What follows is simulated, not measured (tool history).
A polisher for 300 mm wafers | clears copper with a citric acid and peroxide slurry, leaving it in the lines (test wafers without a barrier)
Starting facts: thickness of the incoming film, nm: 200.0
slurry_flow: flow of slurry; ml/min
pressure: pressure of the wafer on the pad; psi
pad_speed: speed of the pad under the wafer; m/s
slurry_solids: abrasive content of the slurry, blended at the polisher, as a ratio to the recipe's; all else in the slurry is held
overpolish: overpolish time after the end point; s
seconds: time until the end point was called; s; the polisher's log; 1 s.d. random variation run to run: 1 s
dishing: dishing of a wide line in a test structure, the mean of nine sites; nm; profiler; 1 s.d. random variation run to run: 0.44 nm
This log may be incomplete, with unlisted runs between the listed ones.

run 1 hour=0.0 | slurry_flow=205 pressure=3.1 pad_speed=1.00 slurry_solids=1.0 overpolish=26 | seconds=77.903 dishing=41.293
run 2 hour=7.7 | slurry_flow=205 pressure=3.3 pad_speed=1.00 slurry_solids=1.0 overpolish=23 | seconds=75.056 dishing=38.188
run 3 hour=8.9 | slurry_flow=205 pressure=3.3 pad_speed=1.00 slurry_solids=1.2 overpolish=23 | seconds=71.114 dishing=39.804
run 4 hour=13.7 | slurry_flow=205 pressure=3.3 pad_speed=1.22 slurry_solids=1.2 overpolish=23 | seconds=58.085 dishing=45.079
run 5 hour=14.6 | slurry_flow=160 pressure=3.3 pad_speed=1.22 slurry_solids=1.2 overpolish=23 | seconds=62.621 dishing=44.021
run 6 hour=21.5 | slurry_flow=160 pressure=3.0 pad_speed=1.22 slurry_solids=1.2 overpolish=23 | seconds=66.595 dishing=42.975
-- hour=22.4 head pressure recalibrated
run 7 hour=22.4 | slurry_flow=170 pressure=3.0 pad_speed=1.22 slurry_solids=1.2 overpolish=21 | seconds=69.401 dishing=37.901

Run 8 has not been measured yet. What should we expect?
run 8 hour=24.7 | slurry_flow=185 pressure=3.0 pad_speed=1.22 slurry_solids=1.2 overpolish=20 | seconds=? dishing=?

Run 8 yielded seconds 67.109 s, dishing 37.231 nm.
